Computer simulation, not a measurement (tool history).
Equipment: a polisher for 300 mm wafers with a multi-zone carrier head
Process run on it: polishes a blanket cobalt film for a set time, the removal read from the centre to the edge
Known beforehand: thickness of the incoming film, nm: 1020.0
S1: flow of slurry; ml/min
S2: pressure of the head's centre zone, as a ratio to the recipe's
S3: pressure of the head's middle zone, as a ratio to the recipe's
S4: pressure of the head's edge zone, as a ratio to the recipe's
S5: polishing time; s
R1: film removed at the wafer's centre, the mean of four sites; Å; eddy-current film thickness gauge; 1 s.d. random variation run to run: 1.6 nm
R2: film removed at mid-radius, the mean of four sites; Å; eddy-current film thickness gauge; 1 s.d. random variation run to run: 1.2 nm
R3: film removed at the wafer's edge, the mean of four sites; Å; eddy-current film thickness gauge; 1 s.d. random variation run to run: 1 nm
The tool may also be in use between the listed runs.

{"run": 1, "hour": 0.0, "S1": 260, "S2": 1, "S3": 1, "S4": 1, "S5": 82, "R1": 2145.9, "R2": 2107.2, "R3": 2059.2}
{"run": 2, "hour": 3.6, "S1": 260, "S2": 1, "S3": 1, "S4": 1, "S5": 74, "R1": 1918.9, "R2": 1888.9, "R3": 1835.5}
{"run": 3, "hour": 5.6, "S1": 205, "S2": 1, "S3": 1, "S4": 1, "S5": 74, "R1": 1826.2, "R2": 1835.2, "R3": 1792.4}
{"run": 4, "hour": 6.6, "S1": 205, "S2": 1.04, "S3": 1, "S4": 1, "S5": 74, "R1": 1905.7, "R2": 1825.5, "R3": 1806.3}
{"run": 5, "hour": 8.7, "S1": 205, "S2": 1.04, "S3": 1, "S4": 1.08, "S5": 74, "R1": 1911.8, "R2": 1835.7, "R3": 1858.7}
{"run": 6, "hour": 13.3, "S1": 205, "S2": 1.04, "S3": 1.01, "S4": 1.06, "S5": 72, "R1": 1867.4, "R2": 1802.3, "R3": 1795.2}
{"run": 7, "hour": 19.9, "S1": 205, "S2": 1.04, "S3": 1.02, "S4": 1.04, "S5": 71, "R1": 1813.9, "R2": 1793.4, "R3": 1738.9}
{"run": 8, "hour": 25.8, "S1": 205, "S2": 1.04, "S3": 1.02, "S4": 1.02, "S5": 70, "R1": 1816.6, "R2": 1757, "R3": 1689.4}

For run 9, what comes out?
{"run": 9, "hour": 28.3, "S1": 205, "S2": 1.04, "S3": 1.02, "S4": 1.02, "S5": 70, "R1": "?", "R2": "?", "R3": "?"}

{"run 9": {"R1": 1817.3, "R2": 1755, "R3": 1730.4}}

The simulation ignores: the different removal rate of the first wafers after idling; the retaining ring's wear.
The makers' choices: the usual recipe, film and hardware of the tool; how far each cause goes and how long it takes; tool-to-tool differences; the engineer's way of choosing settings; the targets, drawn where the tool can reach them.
